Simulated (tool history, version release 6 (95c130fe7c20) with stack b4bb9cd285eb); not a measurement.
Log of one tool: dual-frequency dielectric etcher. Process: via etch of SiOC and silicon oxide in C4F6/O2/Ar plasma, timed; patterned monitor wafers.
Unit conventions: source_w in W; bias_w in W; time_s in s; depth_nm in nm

{"run": 1, "hour": 0.0, "source_w": 290, "bias_w": 197, "time_s": 62.5, "depth_nm": 62.626}
{"run": 2, "hour": 3.9, "source_w": 280, "bias_w": 195, "time_s": 62.5, "depth_nm": 61.183}
{"run": 3, "hour": 10.2, "source_w": 250, "bias_w": 195, "time_s": 62.5, "depth_nm": 59.376}
{"run": 4, "hour": 14.2, "source_w": 250, "bias_w": 195, "time_s": 62.5, "depth_nm": 59.372}
{"run": 5, "hour": 18.4, "source_w": 230, "bias_w": 195, "time_s": 62.5, "depth_nm": 57.821}
{"run": 6, "hour": 19.0, "source_w": 230, "bias_w": 224, "time_s": 62.5, "depth_nm": 61.971}
{"run": 7, "hour": 24.6, "source_w": 230, "bias_w": 224, "time_s": 62.5, "depth_nm": 62.705}
{"run": 8, "hour": 29.8, "source_w": 230, "bias_w": 221, "time_s": 62.5, "depth_nm": 62.411}
{"run": 9, "hour": 37.7, "source_w": 230, "bias_w": 218, "time_s": 62.5, "depth_nm": 61.637}
{"run": 10, "hour": 40.2, "source_w": 230, "bias_w": 216, "time_s": 62.5, "depth_nm": 61.014}
{"run": 11, "hour": 46.1, "source_w": 230, "bias_w": 214, "time_s": 62.5, "depth_nm": 60.923}
{"run": 12, "hour": 46.9, "source_w": 230, "bias_w": 212, "time_s": 62.5, "depth_nm": 60.862}
{"run": 13, "hour": 52.8, "source_w": 230, "bias_w": 210, "time_s": 62.5, "depth_nm": 60.035}
{"run": 14, "hour": 57.5, "source_w": 230, "bias_w": 209, "time_s": 62.5, "depth_nm": 60.506}
{"run": 15, "hour": 65.0, "source_w": 230, "bias_w": 207, "time_s": 62.5, "depth_nm": 59.319}

For run 16, what comes out?
{"run": 16, "hour": 69.2, "source_w": 230, "bias_w": 206, "time_s": 62.5, "depth_nm": "?"}

{"run 16": {"depth_nm": 59.866}}
